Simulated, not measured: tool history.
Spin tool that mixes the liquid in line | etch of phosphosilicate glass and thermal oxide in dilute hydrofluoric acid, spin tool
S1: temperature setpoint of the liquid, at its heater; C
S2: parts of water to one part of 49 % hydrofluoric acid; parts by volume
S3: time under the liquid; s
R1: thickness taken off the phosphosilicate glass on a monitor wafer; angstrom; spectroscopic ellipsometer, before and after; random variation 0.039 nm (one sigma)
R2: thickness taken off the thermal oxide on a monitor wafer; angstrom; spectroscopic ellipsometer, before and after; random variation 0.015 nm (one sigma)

| run | hour | S1 | S2 | S3 | R1 | R2 |
|---|---|---|---|---|---|---|
| 1 | 0.0 | 26.0 | 160 | 30 | 153.23 | 8.3831 |
| 2 | 0.5 | 26.0 | 125 | 30 | 204.28 | 10.8690 |
| 3 | 9.4 | 27.5 | 125 | 30 | 214.79 | 10.9210 |
| 4 | 16.1 | 27.5 | 150 | 30 | 173.35 | 9.4928 |
| 5 | 22.3 | 25.5 | 155 | 30 | 154.69 | 8.8752 |
| 6 | 26.8 | 25.5 | 200 | 30 | 114.47 | 6.0811 |

Forecast run 7:
| 7 | 33.1 | 25.0 | 200 | 30 | ? | ? |

{"run 7": {"R1": 112.58, "R2": 5.8694}}
